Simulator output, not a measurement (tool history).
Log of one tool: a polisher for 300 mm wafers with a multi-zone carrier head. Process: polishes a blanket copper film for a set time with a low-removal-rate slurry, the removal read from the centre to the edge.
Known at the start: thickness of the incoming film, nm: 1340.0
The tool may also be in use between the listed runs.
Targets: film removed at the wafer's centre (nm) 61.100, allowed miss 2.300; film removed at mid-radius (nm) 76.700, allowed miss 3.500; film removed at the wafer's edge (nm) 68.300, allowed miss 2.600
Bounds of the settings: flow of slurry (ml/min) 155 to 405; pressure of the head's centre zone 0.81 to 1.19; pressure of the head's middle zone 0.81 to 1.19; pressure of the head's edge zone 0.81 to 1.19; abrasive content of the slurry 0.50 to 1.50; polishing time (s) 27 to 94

| run | hour | flow of slurry (ml/min) | pressure of the head's centre zone | pressure of the head's middle zone | pressure of the head's edge zone | abrasive content of the slurry | polishing time (s) | film removed at the wafer's centre (nm) | film removed at mid-radius (nm) | film removed at the wafer's edge (nm) |
|---|---|---|---|---|---|---|---|---|---|---|
| 1 | 0.0 | 260 | 1.00 | 1.00 | 1.00 | 1.00 | 60 | 108.730 | 113.590 | 107.030 |
| 2 | 5.7 | 260 | 1.00 | 0.92 | 1.00 | 1.00 | 60 | 110.320 | 102.690 | 107.330 |
| 3 | 14.5 | 260 | 1.04 | 0.92 | 1.00 | 1.00 | 60 | 116.550 | 104.980 | 107.130 |
| 4 | 22.4 | 260 | 1.02 | 0.93 | 0.99 | 0.95 | 58 | 107.180 | 101.860 | 103.750 |
| 5 | 29.4 | 260 | 1.02 | 0.94 | 0.98 | 0.90 | 56 | 102.100 | 96.899 | 99.195 |
| 6 | 31.2 | 260 | 1.01 | 0.96 | 0.97 | 0.85 | 54 | 97.446 | 94.151 | 93.181 |
| 7 | 32.5 | 260 | 0.99 | 0.97 | 0.96 | 0.80 | 53 | 92.717 | 94.694 | 89.841 |
| 8 | 40.2 | 255 | 0.97 | 0.97 | 0.96 | 0.75 | 52 | 88.196 | 89.086 | 86.306 |
| 9 | 48.9 | 255 | 0.95 | 0.98 | 0.96 | 0.75 | 51 | 83.170 | 91.244 | 85.551 |
| 10 | 56.0 | 245 | 0.85 | 0.94 | 0.86 | 0.50 | 42 | 58.703 | 66.324 | 62.815 |

Which of these 4 next moves meets every target?
| A | 63.1 | 245 | 0.87 | 1.16 | 0.81 | 0.50 | 40 | ? | ? | ? |
| B | 63.1 | 240 | 0.86 | 0.82 | 0.91 | 0.50 | 48 | ? | ? | ? |
| C | 63.1 | 215 | 0.88 | 0.97 | 0.81 | 0.50 | 47 | ? | ? | ? |
| D | 63.1 | 275 | 0.83 | 1.02 | 0.89 | 0.50 | 44 | ? | ? | ? |

| move | film removed at the wafer's centre (nm) | film removed at mid-radius (nm) | film removed at the wafer's edge (nm) |
|---|---|---|---|
| A | 56.968 | 76.298 | 57.610 |
| B | 67.281 | 68.283 | 72.956 |
| C | 66.798 | 76.132 | 67.302 |
| D | 60.320 | 75.898 | 66.597 |
A: brings the result that was furthest off to its target, and leaves another outside
B: nearer than the last run, and not there yet
C: brings the result that was furthest off to its target, and leaves another outside
D: meets every target
Answer: D

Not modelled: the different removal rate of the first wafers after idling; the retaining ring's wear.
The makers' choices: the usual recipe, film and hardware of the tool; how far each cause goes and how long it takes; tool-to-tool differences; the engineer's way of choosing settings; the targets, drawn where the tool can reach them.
